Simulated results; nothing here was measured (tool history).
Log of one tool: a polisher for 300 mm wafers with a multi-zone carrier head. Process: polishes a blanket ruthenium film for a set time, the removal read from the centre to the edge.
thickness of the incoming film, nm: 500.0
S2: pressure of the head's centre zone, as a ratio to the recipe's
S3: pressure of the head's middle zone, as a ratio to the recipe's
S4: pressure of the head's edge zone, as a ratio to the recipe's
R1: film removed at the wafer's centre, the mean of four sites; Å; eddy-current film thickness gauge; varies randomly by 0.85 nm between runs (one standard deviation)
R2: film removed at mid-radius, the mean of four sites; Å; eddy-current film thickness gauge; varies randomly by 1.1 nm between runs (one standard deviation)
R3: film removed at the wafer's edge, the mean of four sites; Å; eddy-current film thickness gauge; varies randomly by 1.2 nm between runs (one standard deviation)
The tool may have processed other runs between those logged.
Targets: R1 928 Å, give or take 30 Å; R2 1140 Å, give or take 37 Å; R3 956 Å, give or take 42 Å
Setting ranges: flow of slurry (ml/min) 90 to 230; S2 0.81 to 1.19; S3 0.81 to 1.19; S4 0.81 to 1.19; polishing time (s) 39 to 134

{"run": 1, "hour": 0.0, "flow of slurry (ml/min)": 150, "S2": 1, "S3": 1, "S4": 1, "polishing time (s)": 86, "R1": 775.86, "R2": 815.47, "R3": 801.55}
{"run": 2, "hour": 6.5, "flow of slurry (ml/min)": 150, "S2": 1, "S3": 1, "S4": 1, "polishing time (s)": 97, "R1": 879.9, "R2": 910.61, "R3": 897.29}
{"run": 3, "hour": 13.5, "flow of slurry (ml/min)": 150, "S2": 0.93, "S3": 1, "S4": 1, "polishing time (s)": 97, "R1": 833.26, "R2": 898.37, "R3": 893.74}
{"run": 4, "hour": 21.9, "flow of slurry (ml/min)": 150, "S2": 0.93, "S3": 1, "S4": 1.05, "polishing time (s)": 97, "R1": 821.85, "R2": 908.68, "R3": 913.94}
{"run": 5, "hour": 26.5, "flow of slurry (ml/min)": 160, "S2": 0.94, "S3": 1.03, "S4": 1.05, "polishing time (s)": 97, "R1": 841.72, "R2": 941.23, "R3": 917.83}
{"run": 6, "hour": 35.4, "flow of slurry (ml/min)": 160, "S2": 0.94, "S3": 1.03, "S4": 1.05, "polishing time (s)": 82, "R1": 710.16, "R2": 792.8, "R3": 771.09}
{"run": 7, "hour": 39.8, "flow of slurry (ml/min)": 165, "S2": 0.95, "S3": 1.06, "S4": 1.06, "polishing time (s)": 85, "R1": 742.38, "R2": 849.73, "R3": 825.25}
{"run": 8, "hour": 41.4, "flow of slurry (ml/min)": 205, "S2": 1.02, "S3": 1.16, "S4": 0.96, "polishing time (s)": 97, "R1": 938.35, "R2": 1084.2, "R3": 892.7}
{"run": 9, "hour": 45.1, "flow of slurry (ml/min)": 205, "S2": 1.01, "S3": 1.17, "S4": 0.98, "polishing time (s)": 97, "R1": 928.15, "R2": 1097.5, "R3": 931.74}

Which of these 4 next moves meets every target?
{"run": "A", "hour": 48.8, "flow of slurry (ml/min)": 230, "S2": 1.02, "S3": 1.11, "S4": 0.9, "polishing time (s)": 95, "R1": "?", "R2": "?", "R3": "?"}
{"run": "B", "hour": 48.8, "flow of slurry (ml/min)": 195, "S2": 1.06, "S3": 1.18, "S4": 0.97, "polishing time (s)": 98, "R1": "?", "R2": "?", "R3": "?"}
{"run": "C", "hour": 48.8, "flow of slurry (ml/min)": 220, "S2": 0.97, "S3": 1.06, "S4": 0.99, "polishing time (s)": 98, "R1": "?", "R2": "?", "R3": "?"}
{"run": "D", "hour": 48.8, "flow of slurry (ml/min)": 220, "S2": 0.97, "S3": 1.19, "S4": 1.02, "polishing time (s)": 99, "R1": "?", "R2": "?", "R3": "?"}

move=A R1=947.39 R2=1036.5 R3=867.4
move=B R1=989.88 R2=1102.9 R3=911.13
move=C R1=926.43 R2=1022.4 R3=932.52
move=D R1=936.73 R2=1140.7 R3=954.09
A: further off than the last run
B: further off than the last run
C: further off than the last run
D: hits every target within its allowed miss
Move D is the one to make.
